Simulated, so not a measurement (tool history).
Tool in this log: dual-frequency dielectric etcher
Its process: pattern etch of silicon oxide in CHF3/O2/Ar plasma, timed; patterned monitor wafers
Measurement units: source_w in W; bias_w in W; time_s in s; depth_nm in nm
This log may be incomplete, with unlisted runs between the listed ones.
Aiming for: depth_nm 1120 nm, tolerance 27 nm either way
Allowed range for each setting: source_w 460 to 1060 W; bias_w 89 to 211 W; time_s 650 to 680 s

{"run": 1, "hour": 0.0, "source_w": 760, "bias_w": 150, "time_s": 650, "depth_nm": 1281.7}
{"run": 2, "hour": 4.8, "source_w": 760, "bias_w": 150, "time_s": 650, "depth_nm": 1276.9}
{"run": 3, "hour": 8.4, "source_w": 890, "bias_w": 150, "time_s": 650, "depth_nm": 1390.2}
{"run": 4, "hour": 10.2, "source_w": 980, "bias_w": 150, "time_s": 650, "depth_nm": 1468}
{"run": 5, "hour": 15.4, "source_w": 850, "bias_w": 143, "time_s": 650, "depth_nm": 1348.1}
{"run": 6, "hour": 20.3, "source_w": 850, "bias_w": 143, "time_s": 680, "depth_nm": 1408}
{"run": 7, "hour": 24.2, "source_w": 740, "bias_w": 137, "time_s": 678.5, "depth_nm": 1272.2}
{"run": 8, "hour": 32.8, "source_w": 690, "bias_w": 135, "time_s": 678, "depth_nm": 1218.2}
{"run": 9, "hour": 35.0, "source_w": 650, "bias_w": 134, "time_s": 678, "depth_nm": 1179.4}
{"run": 10, "hour": 40.3, "source_w": 630, "bias_w": 133, "time_s": 678, "depth_nm": 1148.8}

Consider the 5 candidate settings below. Which is the only one whose results all fall within their allowed miss of target?
{"run": "A", "hour": 45.6, "source_w": 820, "bias_w": 102, "time_s": 653.5, "depth_nm": "?"}
{"run": "B", "hour": 45.6, "source_w": 660, "bias_w": 135, "time_s": 680, "depth_nm": "?"}
{"run": "C", "hour": 45.6, "source_w": 690, "bias_w": 130, "time_s": 667.5, "depth_nm": "?"}
{"run": "D", "hour": 45.6, "source_w": 680, "bias_w": 104, "time_s": 680, "depth_nm": "?"}
{"run": "E", "hour": 45.6, "source_w": 600, "bias_w": 162, "time_s": 676, "depth_nm": "?"}

move=A depth_nm=1206.9
move=B depth_nm=1191.6
move=C depth_nm=1189.2
move=D depth_nm=1129.4
move=E depth_nm=1177.3
A: moves away from the targets compared with the last run
B: moves away from the targets compared with the last run
C: moves away from the targets compared with the last run
D: in spec on every target
E: moves away from the targets compared with the last run
So the answer is move D, the one that meets all the targets.
